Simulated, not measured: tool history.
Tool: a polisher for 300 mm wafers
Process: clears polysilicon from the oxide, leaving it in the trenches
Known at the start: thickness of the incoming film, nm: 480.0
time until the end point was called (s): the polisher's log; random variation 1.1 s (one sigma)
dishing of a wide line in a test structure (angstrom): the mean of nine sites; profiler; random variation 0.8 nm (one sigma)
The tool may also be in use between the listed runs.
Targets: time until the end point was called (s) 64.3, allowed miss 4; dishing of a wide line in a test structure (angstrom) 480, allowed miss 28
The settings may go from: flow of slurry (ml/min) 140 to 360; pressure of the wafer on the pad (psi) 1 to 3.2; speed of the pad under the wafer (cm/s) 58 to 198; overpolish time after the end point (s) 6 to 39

run	hour	flow of slurry (ml/min)	pressure of the wafer on the pad (psi)	speed of the pad under the wafer (cm/s)	overpolish time after the end point (s)	time until the end point was called (s)	dishing of a wide line in a test structure (angstrom)
1	0	230	2.1	128	20	39.245	478.99
2	1	230	2.1	110	20	46.083	494.29
3	1.9	230	1.8	110	20	53.734	463.36
4	7.4	230	1.8	84	20	67.127	443.81
5	10.3	230	1.8	72	20	79.047	456.27
6	16.2	230	1.8	72	11	76.764	364.61
7	24.8	230	1.8	72	12	80.478	378.29
8	31.7	230	1.9	72	13	75.792	406.04
9	37	230	2	72	13	72.749	392.81
10	38.8	230	2	72	14	70.755	416.73
11	40.8	230	2	72	15	71.234	423.82
12	45.3	230	2.1	70	17	72.676	443.39
13	48.1	230	2.1	70	17	69.922	440.68

Which of these 4 next moves meets every target?
A	50.9	275	2.2	60	17	?	?
B	50.9	300	2	88	28	?	?
C	50.9	230	2.2	72	23	?	?
D	50.9	210	2	64	21	?	?

move	time until the end point was called (s)	dishing of a wide line in a test structure (angstrom)
A	76.933	424.78
B	58.243	471.02
C	65.923	461.05
D	81.623	440.18
A: further off than the last run
B: takes the result that was furthest off past its target
C: meets every target
D: further off than the last run
The right move is C.
